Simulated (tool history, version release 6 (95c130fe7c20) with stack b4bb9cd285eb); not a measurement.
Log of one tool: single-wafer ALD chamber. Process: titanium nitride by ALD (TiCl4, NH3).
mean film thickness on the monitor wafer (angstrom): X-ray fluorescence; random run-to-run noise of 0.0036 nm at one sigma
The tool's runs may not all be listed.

| run | hour | heater temperature setpoint (deg C) | number of ALD cycles (cycles) | NH3 pulse time (s) | mean film thickness on the monitor wafer (angstrom) |
|---|---|---|---|---|---|
| 1 | 0 | 390 | 46 | 3.13 | 10.176 |
| 2 | 6.5 | 400 | 46 | 3.13 | 10.221 |
| 3 | 11 | 400 | 44 | 3.13 | 9.7981 |
| 4 | 15.6 | 400 | 46 | 3.13 | 10.257 |
| 5 | 18.9 | 397 | 46 | 2.82 | 10.22 |
| 6 | 25.7 | 391 | 46 | 2.82 | 10.125 |
| 7 | 29.3 | 389 | 46 | 2.58 | 10.145 |

Expected results for the next run?
|  | 33.1 | thermocouple changed; heater temperature recalibrated |
| 8 | 33.1 | 385 | 46 | 2.36 | ? |

mean film thickness on the monitor wafer (angstrom): 10.067
